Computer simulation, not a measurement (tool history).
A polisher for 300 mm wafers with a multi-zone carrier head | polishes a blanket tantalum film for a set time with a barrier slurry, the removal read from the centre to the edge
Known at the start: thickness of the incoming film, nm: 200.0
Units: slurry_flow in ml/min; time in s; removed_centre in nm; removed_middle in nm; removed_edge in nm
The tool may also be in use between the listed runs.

run    day  slurry_flow  centre_zone  middle_zone  edge_zone  slurry_solids  time  removed_centre  removed_middle  removed_edge
  1  0.000          190         1.00         1.00       1.00           1.00    46          56.819          58.844        58.562
  2  0.250          235         1.00         1.00       1.00           1.00    46          58.450          59.967        59.854
  3  0.388          230         1.00         1.00       0.96           0.90    44          54.140          55.484        55.004
  4  0.558          225         1.01         1.01       0.93           0.80    42          48.427          50.814        48.100
  5  0.721          225         1.01         1.01       0.93           0.60    42          41.519          42.510        41.345
  6  0.988          225         1.01         1.01       0.93           0.60    34          33.773          34.393        32.473
  7  1.033          250         1.10         1.11       1.03           0.85    35          45.597          46.974        43.455
  8  1.175          240         1.09         1.10       1.01           0.85    35          45.496          45.486        43.010
  9  1.212          235         1.08         1.10       0.99           0.85    35          44.389          46.602        43.468

The next listed run, before its measurement:
 10  1.271          235         1.08         1.10       0.98           0.80    35               ?               ?             ?

removed_centre: 42.651 nm
removed_middle: 44.702 nm
removed_edge: 41.496 nm
